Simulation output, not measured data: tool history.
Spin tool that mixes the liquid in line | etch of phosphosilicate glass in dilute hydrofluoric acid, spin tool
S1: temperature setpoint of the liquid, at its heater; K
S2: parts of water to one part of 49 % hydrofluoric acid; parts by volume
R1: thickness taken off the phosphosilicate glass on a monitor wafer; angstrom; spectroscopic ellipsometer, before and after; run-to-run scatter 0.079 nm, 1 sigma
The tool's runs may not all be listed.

run 1 hour=0.0 | S1=297.15 S2=225 time_under_the_liquid_(s)=55 | R1=165.87
run 2 hour=7.1 | S1=299.65 S2=225 time_under_the_liquid_(s)=55 | R1=179.79
run 3 hour=8.1 | S1=299.65 S2=200 time_under_the_liquid_(s)=55 | R1=207.21
run 4 hour=10.0 | S1=298.15 S2=200 time_under_the_liquid_(s)=55 | R1=196.86
run 5 hour=11.8 | S1=296.65 S2=200 time_under_the_liquid_(s)=55 | R1=185.25
run 6 hour=15.8 | S1=300.15 S2=200 time_under_the_liquid_(s)=55 | R1=213.43
run 7 hour=24.4 | S1=298.65 S2=200 time_under_the_liquid_(s)=55 | R1=197.71
run 8 hour=26.3 | S1=297.15 S2=200 time_under_the_liquid_(s)=55 | R1=187.64
run 9 hour=29.5 | S1=296.15 S2=200 time_under_the_liquid_(s)=55 | R1=183.07
run 10 hour=31.5 | S1=295.15 S2=200 time_under_the_liquid_(s)=55 | R1=175.56
run 11 hour=37.7 | S1=294.15 S2=200 time_under_the_liquid_(s)=55 | R1=167.85
run 12 hour=41.3 | S1=293.65 S2=200 time_under_the_liquid_(s)=55 | R1=165.34
run 13 hour=48.3 | S1=293.15 S2=200 time_under_the_liquid_(s)=55 | R1=162.29
run 14 hour=55.6 | S1=292.65 S2=200 time_under_the_liquid_(s)=55 | R1=160.33

The next listed run, before its measurement:
run 15 hour=56.6 | S1=292.15 S2=200 time_under_the_liquid_(s)=55 | R1=?

{"run 15": {"R1": 156.12}}
